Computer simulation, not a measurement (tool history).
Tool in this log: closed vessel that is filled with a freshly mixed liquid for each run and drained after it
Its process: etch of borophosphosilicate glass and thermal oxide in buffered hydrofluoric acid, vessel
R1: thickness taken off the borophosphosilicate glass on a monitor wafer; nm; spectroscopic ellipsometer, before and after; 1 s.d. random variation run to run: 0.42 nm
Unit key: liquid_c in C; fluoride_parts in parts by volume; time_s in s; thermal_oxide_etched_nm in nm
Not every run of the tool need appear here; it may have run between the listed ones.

{"run": 1, "hour": 0.0, "liquid_c": 24.0, "fluoride_parts": 13.0, "time_s": 60, "R1": 131.47, "thermal_oxide_etched_nm": 51.262}
{"run": 2, "hour": 2.0, "liquid_c": 21.5, "fluoride_parts": 14.5, "time_s": 60, "R1": 103.61, "thermal_oxide_etched_nm": 40.301}
{"run": 3, "hour": 4.9, "liquid_c": 20.0, "fluoride_parts": 16.0, "time_s": 60, "R1": 85.289, "thermal_oxide_etched_nm": 33.604}
{"run": 4, "hour": 6.5, "liquid_c": 17.0, "fluoride_parts": 16.0, "time_s": 60, "R1": 73.3, "thermal_oxide_etched_nm": 28.396}
{"run": 5, "hour": 14.3, "liquid_c": 17.0, "fluoride_parts": 14.5, "time_s": 60, "R1": 80.032, "thermal_oxide_etched_nm": 31.161}
{"run": 6, "hour": 17.6, "liquid_c": 17.0, "fluoride_parts": 16.0, "time_s": 60, "R1": 71.749, "thermal_oxide_etched_nm": 28.208}
{"run": 7, "hour": 25.2, "liquid_c": 17.0, "fluoride_parts": 16.5, "time_s": 60, "R1": 70.237, "thermal_oxide_etched_nm": 27.528}
{"run": 8, "hour": 34.4, "liquid_c": 17.0, "fluoride_parts": 17.0, "time_s": 60, "R1": 68.102, "thermal_oxide_etched_nm": 26.724}

The next listed run, before its measurement:
{"run": 9, "hour": 43.1, "liquid_c": 17.0, "fluoride_parts": 17.5, "time_s": 60, "R1": "?", "thermal_oxide_etched_nm": "?"}

For run 9 the tool returned R1 66.471 nm, thermal_oxide_etched_nm 25.847 nm.
